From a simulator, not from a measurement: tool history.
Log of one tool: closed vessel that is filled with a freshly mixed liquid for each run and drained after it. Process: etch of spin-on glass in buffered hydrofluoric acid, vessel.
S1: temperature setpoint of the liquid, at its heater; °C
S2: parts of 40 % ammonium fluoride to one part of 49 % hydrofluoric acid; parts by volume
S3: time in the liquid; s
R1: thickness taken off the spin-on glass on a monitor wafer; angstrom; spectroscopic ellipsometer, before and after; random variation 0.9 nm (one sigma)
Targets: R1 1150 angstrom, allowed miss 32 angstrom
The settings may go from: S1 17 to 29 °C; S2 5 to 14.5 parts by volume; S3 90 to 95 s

Run 1, day 0: S1 21 °C, S2 9 parts by volume, S3 90 s. Result: R1 1702.2 angstrom.
Run 2, day 0.371: S1 19.5 °C, S2 9 parts by volume, S3 90 s. Result: R1 1544.7 angstrom.
Run 3, day 0.596: S1 19 °C, S2 9.5 parts by volume, S3 90 s. Result: R1 1450.1 angstrom.
Run 4, day 0.933: S1 21.5 °C, S2 9.5 parts by volume, S3 90 s. Result: R1 1651.1 angstrom.
Run 5, day 1.158: S1 20.5 °C, S2 10 parts by volume, S3 90 s. Result: R1 1556.4 angstrom.
Run 6, day 1.283: S1 20.5 °C, S2 11 parts by volume, S3 90 s. Result: R1 1423.6 angstrom.
Run 7, day 1.558: S1 19.5 °C, S2 11 parts by volume, S3 90 s. Result: R1 1316.8 angstrom.
Run 8, day 1.625: S1 19 °C, S2 11 parts by volume, S3 90 s. Result: R1 1271 angstrom.

Which of these 4 next moves meets every target?
Run A, day 1.692: S1 17.5 °C, S2 10 parts by volume, S3 95 s. Result: R1 ?.
Run B, day 1.692: S1 19.5 °C, S2 11 parts by volume, S3 90 s. Result: R1 ?.
Run C, day 1.692: S1 17 °C, S2 11.5 parts by volume, S3 95 s. Result: R1 ?.
Run D, day 1.692: S1 19.5 °C, S2 12 parts by volume, S3 90 s. Result: R1 ?.

move      R1
   A    1346
   B  1301.3
   C  1141.5
   D  1195.2
A: further off than the last run
B: further off than the last run
C: meets every target
D: nearer than the last run, and not there yet
Move C is the one to make.
